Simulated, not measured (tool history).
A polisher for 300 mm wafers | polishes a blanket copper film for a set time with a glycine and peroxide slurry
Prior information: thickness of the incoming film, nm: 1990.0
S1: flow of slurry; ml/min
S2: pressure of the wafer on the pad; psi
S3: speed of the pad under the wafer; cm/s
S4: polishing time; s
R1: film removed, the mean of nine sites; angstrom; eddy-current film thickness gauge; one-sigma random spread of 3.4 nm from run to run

Run 1, hour 0.0: S1 290 ml/min, S2 2.7 psi, S3 96 cm/s, S4 109 s. Result: R1 6156.3 angstrom.
Run 2, hour 0.6: S1 290 ml/min, S2 2.7 psi, S3 96 cm/s, S4 114 s. Result: R1 6498.4 angstrom.
Run 3, hour 3.2: S1 290 ml/min, S2 2.9 psi, S3 96 cm/s, S4 114 s. Result: R1 6838.9 angstrom.
Run 4, hour 6.4: S1 290 ml/min, S2 2.9 psi, S3 76 cm/s, S4 114 s. Result: R1 5864.9 angstrom.
Run 5, hour 15.2: S1 290 ml/min, S2 2.9 psi, S3 100 cm/s, S4 114 s. Result: R1 7041.2 angstrom.
Run 6, hour 18.5: S1 290 ml/min, S2 2.7 psi, S3 98 cm/s, S4 114 s. Result: R1 6529.6 angstrom.
Run 7, hour 27.2: S1 290 ml/min, S2 2.5 psi, S3 96 cm/s, S4 114 s. Result: R1 6256.7 angstrom.
Run 8, hour 35.2: S1 290 ml/min, S2 2.3 psi, S3 92 cm/s, S4 114 s. Result: R1 5629.9 angstrom.
Run 9, hour 41.1: S1 290 ml/min, S2 2.2 psi, S3 92 cm/s, S4 114 s. Result: R1 5448.2 angstrom.
Run 10, hour 43.2: S1 290 ml/min, S2 2.1 psi, S3 92 cm/s, S4 114 s. Result: R1 5303.5 angstrom.

The next listed run, before its measurement:
Run 11, hour 50.6: S1 290 ml/min, S2 2.0 psi, S3 92 cm/s, S4 114 s. Result: R1 ?.

R1: 5135.8 angstrom

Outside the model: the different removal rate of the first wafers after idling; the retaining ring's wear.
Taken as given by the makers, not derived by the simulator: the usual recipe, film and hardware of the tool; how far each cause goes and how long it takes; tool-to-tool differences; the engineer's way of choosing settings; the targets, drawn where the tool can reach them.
